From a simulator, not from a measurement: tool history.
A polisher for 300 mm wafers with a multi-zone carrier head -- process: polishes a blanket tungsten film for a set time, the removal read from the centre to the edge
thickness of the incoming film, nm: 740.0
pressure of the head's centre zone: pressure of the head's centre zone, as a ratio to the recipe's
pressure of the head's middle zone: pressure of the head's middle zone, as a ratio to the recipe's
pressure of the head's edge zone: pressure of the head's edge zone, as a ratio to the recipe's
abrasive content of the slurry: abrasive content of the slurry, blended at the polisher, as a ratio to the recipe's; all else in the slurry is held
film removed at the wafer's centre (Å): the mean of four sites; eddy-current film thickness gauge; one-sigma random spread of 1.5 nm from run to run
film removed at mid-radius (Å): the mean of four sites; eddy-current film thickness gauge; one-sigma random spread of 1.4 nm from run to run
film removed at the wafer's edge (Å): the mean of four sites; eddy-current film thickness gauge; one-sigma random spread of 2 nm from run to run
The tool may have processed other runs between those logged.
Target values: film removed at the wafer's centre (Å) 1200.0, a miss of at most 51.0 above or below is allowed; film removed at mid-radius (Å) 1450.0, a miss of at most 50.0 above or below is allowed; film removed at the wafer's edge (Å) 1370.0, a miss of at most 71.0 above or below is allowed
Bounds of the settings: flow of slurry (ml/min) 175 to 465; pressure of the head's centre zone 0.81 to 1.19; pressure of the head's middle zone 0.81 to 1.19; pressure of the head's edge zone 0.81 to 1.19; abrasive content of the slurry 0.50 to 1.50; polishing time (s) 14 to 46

run,hour,flow of slurry (ml/min),pressure of the head's centre zone,pressure of the head's middle zone,pressure of the head's edge zone,abrasive content of the slurry,polishing time (s),film removed at the wafer's centre (Å),film removed at mid-radius (Å),film removed at the wafer's edge (Å)
1,0.0,295,1.00,1.00,1.00,1.00,30,1660.4,1688.2,1706.9
2,1.8,295,0.97,1.00,0.98,0.90,30,1565.9,1716.1,1632.6
3,5.1,220,0.97,1.00,0.98,0.90,30,1539.9,1648.8,1596.3
4,6.4,220,0.95,0.98,0.97,0.85,30,1504.0,1607.0,1599.6
5,11.8,220,0.93,0.98,0.96,0.80,30,1452.1,1588.5,1567.2
6,19.8,220,0.93,0.98,0.93,0.80,30,1460.8,1568.8,1555.4
7,26.3,220,0.92,0.99,0.93,0.75,30,1465.5,1596.3,1549.6
8,31.7,220,0.90,0.99,0.93,0.70,29,1352.6,1508.4,1486.4
9,39.3,220,0.90,0.99,0.93,0.70,29,1378.3,1527.3,1493.5
10,42.2,220,0.89,1.00,0.93,0.65,29,1364.2,1540.9,1457.1
11,46.0,220,0.88,1.00,0.93,0.65,29,1329.3,1541.9,1462.6
12,49.9,220,0.87,1.00,0.93,0.60,29,1317.7,1509.7,1417.5

Which one of the following 4 next-run settings gets every result inside its allowed miss? There is exactly one.
A,53.8,235,0.90,0.93,0.92,0.50,31,?,?,?
B,53.8,340,0.91,1.11,0.93,0.50,27,?,?,?
C,53.8,175,0.89,1.11,1.07,0.50,27,?,?,?
D,53.8,210,1.06,0.99,0.89,0.50,28,?,?,?

move,film removed at the wafer's centre (Å),film removed at mid-radius (Å),film removed at the wafer's edge (Å)
A,1437.1,1520.2,1563.5
B,1310.7,1591.5,1400.4
C,1197.2,1485.0,1405.5
D,1424.4,1428.3,1380.6
A: further off than the last run
B: further off than the last run
C: hits every target within its allowed miss
D: further off than the last run
So the answer is move C, the one that meets all the targets.
